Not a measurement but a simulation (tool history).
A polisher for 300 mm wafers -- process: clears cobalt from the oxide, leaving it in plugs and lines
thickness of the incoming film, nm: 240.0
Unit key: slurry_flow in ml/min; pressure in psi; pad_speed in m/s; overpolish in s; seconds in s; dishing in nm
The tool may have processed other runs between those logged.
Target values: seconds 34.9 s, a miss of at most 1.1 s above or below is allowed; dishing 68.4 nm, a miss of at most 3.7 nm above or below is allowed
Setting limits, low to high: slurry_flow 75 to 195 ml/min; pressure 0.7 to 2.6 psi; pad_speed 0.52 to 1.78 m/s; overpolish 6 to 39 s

run	hour	slurry_flow	pressure	pad_speed	overpolish	seconds	dishing
1	0	125	1.6	1.14	20	43.329	56.635
2	2.8	125	1.6	1.14	26	43.651	64.059
3	3.5	105	1.6	1.14	26	44.17	62.555
4	8.1	105	1.6	1.14	29	44.983	64.422
5	9.4	110	1.7	1.14	28	41.865	64.734
6	17.6	115	1.7	1.14	28	41.589	65.926
7	22.5	120	1.7	1.14	28	40.497	66.523
8	25.5	130	1.7	1.14	27	40.371	66.449
9	27.1	135	1.7	1.14	26	40.846	65.715
10	27.9	140	1.8	1.14	25	37.773	65.426
11	34.7	145	1.8	1.14	25	37.699	65.372
12	39.5	150	1.9	1.14	26	36.107	65.53
13	42.7	150	1.9	1.14	27	36.137	67.501

Exactly one of the 5 candidate moves below puts every result within its allowed miss. Which one?
A	45.9	155	2.1	1	21	?	?
B	45.9	150	1.7	1.2	29	?	?
C	45.9	130	2	1.16	26	?	?
D	45.9	140	2	1.22	27	?	?
E	45.9	110	1.9	1.12	25	?	?

move	seconds	dishing
A	36.551	62.873
B	37.667	68.458
C	34.042	68.239
D	32.056	69.652
E	37.991	65.669
A: misses by more than the last run did
B: misses by more than the last run did
C: in spec on every target
D: takes the biggest miss from the last run beyond its target
E: misses by more than the last run did
The move that meets every target is C.
